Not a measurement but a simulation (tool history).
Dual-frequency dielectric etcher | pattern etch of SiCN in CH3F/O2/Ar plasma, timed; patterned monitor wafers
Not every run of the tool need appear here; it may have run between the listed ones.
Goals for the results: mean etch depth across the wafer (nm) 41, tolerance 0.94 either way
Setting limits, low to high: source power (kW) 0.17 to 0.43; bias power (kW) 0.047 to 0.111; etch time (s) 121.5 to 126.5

run  hour  source power (kW)  bias power (kW)  etch time (s)  mean etch depth across the wafer (nm)
  1     0                0.3            0.079          121.5                                 48.996
  2   0.6               0.28            0.077          121.5                                 47.025
  3   3.1               0.27            0.076          121.5                                 45.711
  4   7.3               0.27            0.076          126.5                                 47.728
  5  10.8               0.32            0.076          126.5                                 52.809
  6  15.6               0.37            0.076          126.5                                 56.409
  7  19.2               0.34            0.074          126.5                                 53.706
  8  24.2               0.31            0.073          126.5                                 50.906
  9  31.3               0.29            0.072          126.5                                 49.605

5 next moves are on the table. One of them brings every result within its allowed miss. Which?
  A  38.4               0.18            0.075          123.5                                      ?
  B  38.4               0.24            0.074            124                                      ?
  C  38.4               0.22            0.071            122                                      ?
  D  38.4               0.26            0.073          123.5                                      ?
  E  38.4               0.25            0.071            122                                      ?

move  mean etch depth across the wafer (nm)
   A                                 35.892
   B                                  43.87
   C                                  40.71
   D                                 45.556
   E                                 43.806
A: takes the biggest miss from the last run beyond its target
B: gains on the last run, yet a result remains outside its allowed miss
C: in spec on every target
D: gains on the last run, yet a result remains outside its allowed miss
E: gains on the last run, yet a result remains outside its allowed miss
Go with C: it meets all targets.
